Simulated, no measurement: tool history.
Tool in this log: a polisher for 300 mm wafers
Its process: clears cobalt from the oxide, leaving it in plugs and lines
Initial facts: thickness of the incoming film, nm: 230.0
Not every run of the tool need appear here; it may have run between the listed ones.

run	hour	flow of slurry (ml/min)	pressure of the wafer on the pad (kPa)	speed of the pad under the wafer (m/s)	overpolish time after the end point (s)	time until the end point was called (s)	dishing of a wide line in a test structure (nm)
1	0	255	15.9	1.06	18	39.902	48.262
2	6	255	14.5	1.06	18	43.816	47.551
3	10	255	17.9	1.06	18	34.476	50.167
4	13.8	255	16.5	1.06	18	37.555	48.312
5	22.7	315	16.5	1.06	18	36.124	48.65
6	26.8	380	16.5	1.06	18	36.169	49.092
7	32.8	380	15.2	1.04	18	40.285	47.729
8	36.7	380	13.8	1.04	18	41.954	46.787
9	43	380	13.1	1	18	47.254	45.544

Run 10 has not been measured yet. What should we expect?
10	50.4	380	12.4	1	18	?	?

time until the end point was called (s): 49.816
dishing of a wide line in a test structure (nm): 44.252

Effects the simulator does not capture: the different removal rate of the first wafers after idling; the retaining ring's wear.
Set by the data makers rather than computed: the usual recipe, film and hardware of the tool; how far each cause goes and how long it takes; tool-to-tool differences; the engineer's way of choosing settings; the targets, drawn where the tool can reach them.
